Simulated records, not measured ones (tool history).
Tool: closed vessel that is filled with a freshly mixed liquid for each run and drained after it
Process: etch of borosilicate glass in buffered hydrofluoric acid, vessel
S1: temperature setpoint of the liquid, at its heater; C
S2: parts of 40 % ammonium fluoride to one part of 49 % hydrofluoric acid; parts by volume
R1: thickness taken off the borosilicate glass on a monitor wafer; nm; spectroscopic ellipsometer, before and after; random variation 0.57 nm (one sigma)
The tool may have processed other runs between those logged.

{"run": 1, "day": 0.0, "S1": 21, "S2": 10, "time in the liquid (s)": 100, "R1": 100.71}
{"run": 2, "day": 0.038, "S1": 20, "S2": 10, "time in the liquid (s)": 100, "R1": 94.747}
{"run": 3, "day": 0.283, "S1": 20, "S2": 9, "time in the liquid (s)": 100, "R1": 102.66}
{"run": 4, "day": 0.567, "S1": 20, "S2": 9, "time in the liquid (s)": 110, "R1": 112.66}
{"run": 5, "day": 0.858, "S1": 20, "S2": 9, "time in the liquid (s)": 110, "R1": 111.6}
{"run": 6, "day": 0.938, "S1": 20, "S2": 9, "time in the liquid (s)": 110, "R1": 113.17}
{"run": 7, "day": 1.292, "S1": 19.5, "S2": 9.5, "time in the liquid (s)": 110, "R1": 105.06}
{"day": 1.55, "done": "thermometer replaced"}
{"run": 8, "day": 1.55, "S1": 19, "S2": 10, "time in the liquid (s)": 110, "R1": 109.21}
{"run": 9, "day": 1.833, "S1": 19, "S2": 10, "time in the liquid (s)": 110, "R1": 107.47}
{"run": 10, "day": 1.9, "S1": 18.5, "S2": 11.5, "time in the liquid (s)": 110, "R1": 91.113}

Run 11, settings as shown, results not yet in. Your forecast:
{"run": 11, "day": 2.271, "S1": 18, "S2": 11.5, "time in the liquid (s)": 110, "R1": "?"}

R1: 88 nm

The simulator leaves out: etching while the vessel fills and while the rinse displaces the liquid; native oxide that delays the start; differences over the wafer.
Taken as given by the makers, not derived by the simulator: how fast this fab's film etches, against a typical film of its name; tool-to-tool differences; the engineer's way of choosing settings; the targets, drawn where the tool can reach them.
